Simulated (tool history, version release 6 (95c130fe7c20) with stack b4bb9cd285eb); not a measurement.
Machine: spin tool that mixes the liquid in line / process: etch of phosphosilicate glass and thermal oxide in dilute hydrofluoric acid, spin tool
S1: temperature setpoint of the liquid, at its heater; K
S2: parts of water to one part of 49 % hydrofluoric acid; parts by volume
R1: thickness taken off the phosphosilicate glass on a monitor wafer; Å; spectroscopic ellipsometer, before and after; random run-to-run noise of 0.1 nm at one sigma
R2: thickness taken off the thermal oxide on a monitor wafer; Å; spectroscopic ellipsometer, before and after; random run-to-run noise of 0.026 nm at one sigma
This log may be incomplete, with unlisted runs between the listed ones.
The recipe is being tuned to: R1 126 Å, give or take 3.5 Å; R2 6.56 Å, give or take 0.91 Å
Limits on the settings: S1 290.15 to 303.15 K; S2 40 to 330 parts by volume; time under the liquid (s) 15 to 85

Run 1, hour 0: S1 295.15 K, S2 185 parts by volume, time under the liquid (s) 45. Result: R1 183.83 Å, R2 9.8488 Å.
Run 2, hour 1.8: S1 293.65 K, S2 195 parts by volume, time under the liquid (s) 45. Result: R1 163.69 Å, R2 8.6178 Å.
Run 3, hour 9.2: S1 296.15 K, S2 195 parts by volume, time under the liquid (s) 45. Result: R1 182.29 Å, R2 10.124 Å.
Run 4, hour 17: S1 296.15 K, S2 195 parts by volume, time under the liquid (s) 30. Result: R1 118.77 Å, R2 6.3263 Å.
Run 5, hour 22.3: S1 296.65 K, S2 195 parts by volume, time under the liquid (s) 30. Result: R1 124.48 Å, R2 6.0575 Å.
Run 6, hour 24.4: S1 294.65 K, S2 195 parts by volume, time under the liquid (s) 30. Result: R1 112.94 Å, R2 5.7102 Å.
Run 7, hour 32.5: S1 295.65 K, S2 195 parts by volume, time under the liquid (s) 30. Result: R1 117.95 Å, R2 6.1919 Å.
Run 8, hour 40.3: S1 296.15 K, S2 195 parts by volume, time under the liquid (s) 30. Result: R1 119.42 Å, R2 5.7296 Å.
Run 9, hour 48.7: S1 296.15 K, S2 195 parts by volume, time under the liquid (s) 30. Result: R1 120.09 Å, R2 5.8753 Å.

Below are 4 possible settings for the next run. Only one of them brings all results inside the allowed miss of their targets. Which is it?
Run A, hour 57.1: S1 298.15 K, S2 170 parts by volume, time under the liquid (s) 25. Result: R1 ?, R2 ?.
Run B, hour 57.1: S1 294.65 K, S2 270 parts by volume, time under the liquid (s) 45. Result: R1 ?, R2 ?.
Run C, hour 57.1: S1 294.15 K, S2 210 parts by volume, time under the liquid (s) 35. Result: R1 ?, R2 ?.
Run D, hour 57.1: S1 290.15 K, S2 330 parts by volume, time under the liquid (s) 65. Result: R1 ?, R2 ?.

move      R1      R2
   A  126.84  6.6104
   B  113.91  5.9366
   C  118.51  6.1763
   D  108.19  5.6382
A: hits every target within its allowed miss
B: further off than the last run
C: further off than the last run
D: further off than the last run
Go with A: it meets all targets.
